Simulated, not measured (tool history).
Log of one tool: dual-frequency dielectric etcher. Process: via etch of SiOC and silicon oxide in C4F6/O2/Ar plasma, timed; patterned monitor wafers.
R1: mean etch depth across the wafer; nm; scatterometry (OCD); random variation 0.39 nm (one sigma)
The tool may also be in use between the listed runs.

{"run": 1, "hour": 0.0, "source power (W)": 440, "bias power (W)": 147, "etch time (s)": 82.5, "R1": 83.238}
{"run": 2, "hour": 2.3, "source power (W)": 470, "bias power (W)": 147, "etch time (s)": 82.5, "R1": 86.212}
{"run": 3, "hour": 6.4, "source power (W)": 470, "bias power (W)": 147, "etch time (s)": 82.5, "R1": 86.472}
{"run": 4, "hour": 7.9, "source power (W)": 420, "bias power (W)": 147, "etch time (s)": 82.5, "R1": 81.38}
{"run": 5, "hour": 12.1, "source power (W)": 420, "bias power (W)": 147, "etch time (s)": 82.5, "R1": 81.413}
{"run": 6, "hour": 17.4, "source power (W)": 400, "bias power (W)": 146, "etch time (s)": 82.5, "R1": 79.47}

Run 7 comes next. What will it give?
{"run": 7, "hour": 26.3, "source power (W)": 320, "bias power (W)": 141, "etch time (s)": 82.5, "R1": "?"}

R1: 69.31 nm
